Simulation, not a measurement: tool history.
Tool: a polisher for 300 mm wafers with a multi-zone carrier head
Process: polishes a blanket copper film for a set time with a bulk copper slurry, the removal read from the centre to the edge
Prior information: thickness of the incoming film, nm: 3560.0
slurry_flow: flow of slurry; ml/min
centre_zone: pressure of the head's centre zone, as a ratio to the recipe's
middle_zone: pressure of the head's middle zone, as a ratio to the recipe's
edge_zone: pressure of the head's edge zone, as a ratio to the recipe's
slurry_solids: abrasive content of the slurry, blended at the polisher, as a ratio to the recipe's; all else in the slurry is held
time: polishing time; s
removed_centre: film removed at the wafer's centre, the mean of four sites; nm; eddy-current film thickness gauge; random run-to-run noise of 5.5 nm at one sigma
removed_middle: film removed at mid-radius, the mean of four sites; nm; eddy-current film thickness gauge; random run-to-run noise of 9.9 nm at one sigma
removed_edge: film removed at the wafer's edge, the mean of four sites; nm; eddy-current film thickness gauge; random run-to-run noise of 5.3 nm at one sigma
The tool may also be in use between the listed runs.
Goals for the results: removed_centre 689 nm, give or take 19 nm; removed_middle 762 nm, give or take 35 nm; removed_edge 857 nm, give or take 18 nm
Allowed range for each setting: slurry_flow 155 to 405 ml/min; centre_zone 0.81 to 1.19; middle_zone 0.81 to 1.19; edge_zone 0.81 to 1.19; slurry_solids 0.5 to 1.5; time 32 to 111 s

{"run": 1, "day": 0.0, "slurry_flow": 260, "centre_zone": 1, "middle_zone": 1, "edge_zone": 1, "slurry_solids": 1, "time": 71, "removed_centre": 882.88, "removed_middle": 839.94, "removed_edge": 883.77}
{"run": 2, "day": 0.333, "slurry_flow": 250, "centre_zone": 0.96, "middle_zone": 0.99, "edge_zone": 1, "slurry_solids": 1, "time": 71, "removed_centre": 827.79, "removed_middle": 814.24, "removed_edge": 890.8}
{"run": 3, "day": 0.65, "slurry_flow": 240, "centre_zone": 0.94, "middle_zone": 0.99, "edge_zone": 0.99, "slurry_solids": 1, "time": 71, "removed_centre": 819.32, "removed_middle": 810.72, "removed_edge": 877.57}
{"run": 4, "day": 0.754, "slurry_flow": 235, "centre_zone": 0.91, "middle_zone": 0.99, "edge_zone": 0.99, "slurry_solids": 1, "time": 71, "removed_centre": 779.87, "removed_middle": 814.36, "removed_edge": 878.74}
{"run": 5, "day": 1.125, "slurry_flow": 235, "centre_zone": 0.91, "middle_zone": 1.07, "edge_zone": 0.99, "slurry_solids": 1, "time": 71, "removed_centre": 792.07, "removed_middle": 895.3, "removed_edge": 874.05}
{"run": 6, "day": 1.221, "slurry_flow": 230, "centre_zone": 0.89, "middle_zone": 1.05, "edge_zone": 0.99, "slurry_solids": 1, "time": 71, "removed_centre": 767.93, "removed_middle": 844.84, "removed_edge": 874.81}
{"run": 7, "day": 1.412, "slurry_flow": 225, "centre_zone": 0.88, "middle_zone": 1.04, "edge_zone": 0.99, "slurry_solids": 1, "time": 71, "removed_centre": 747.63, "removed_middle": 851.79, "removed_edge": 862.88}
{"run": 8, "day": 1.775, "slurry_flow": 215, "centre_zone": 0.87, "middle_zone": 1.02, "edge_zone": 0.99, "slurry_solids": 1, "time": 71, "removed_centre": 732.4, "removed_middle": 832.34, "removed_edge": 860.38}

Which single option among these 5 for the next run brings every result within its allowed miss of target? Just one does.
{"run": "A", "day": 2.138, "slurry_flow": 280, "centre_zone": 0.94, "middle_zone": 0.84, "edge_zone": 1, "slurry_solids": 1.1, "time": 67, "removed_centre": "?", "removed_middle": "?", "removed_edge": "?"}
{"run": "B", "day": 2.138, "slurry_flow": 265, "centre_zone": 0.86, "middle_zone": 0.99, "edge_zone": 0.98, "slurry_solids": 1.05, "time": 70, "removed_centre": "?", "removed_middle": "?", "removed_edge": "?"}
{"run": "C", "day": 2.138, "slurry_flow": 185, "centre_zone": 0.95, "middle_zone": 0.95, "edge_zone": 1.01, "slurry_solids": 0.95, "time": 72, "removed_centre": "?", "removed_middle": "?", "removed_edge": "?"}
{"run": "D", "day": 2.138, "slurry_flow": 205, "centre_zone": 0.84, "middle_zone": 0.95, "edge_zone": 1.02, "slurry_solids": 0.85, "time": 71, "removed_centre": "?", "removed_middle": "?", "removed_edge": "?"}
{"run": "E", "day": 2.138, "slurry_flow": 170, "centre_zone": 0.81, "middle_zone": 1.09, "edge_zone": 1.03, "slurry_solids": 0.9, "time": 73, "removed_centre": "?", "removed_middle": "?", "removed_edge": "?"}

move=A removed_centre=803.17 removed_middle=719.75 removed_edge=860.54
move=B removed_centre=756.58 removed_middle=850.26 removed_edge=877.41
move=C removed_centre=796.76 removed_middle=786.9 removed_edge=865.73
move=D removed_centre=695.62 removed_middle=776.61 removed_edge=853.97
move=E removed_centre=670 removed_middle=874.58 removed_edge=866.38
A: further off than the last run
B: further off than the last run
C: further off than the last run
D: each result inside its tolerance
E: corrects the largest miss of the last run, while another result sits out of spec
D meets every target.

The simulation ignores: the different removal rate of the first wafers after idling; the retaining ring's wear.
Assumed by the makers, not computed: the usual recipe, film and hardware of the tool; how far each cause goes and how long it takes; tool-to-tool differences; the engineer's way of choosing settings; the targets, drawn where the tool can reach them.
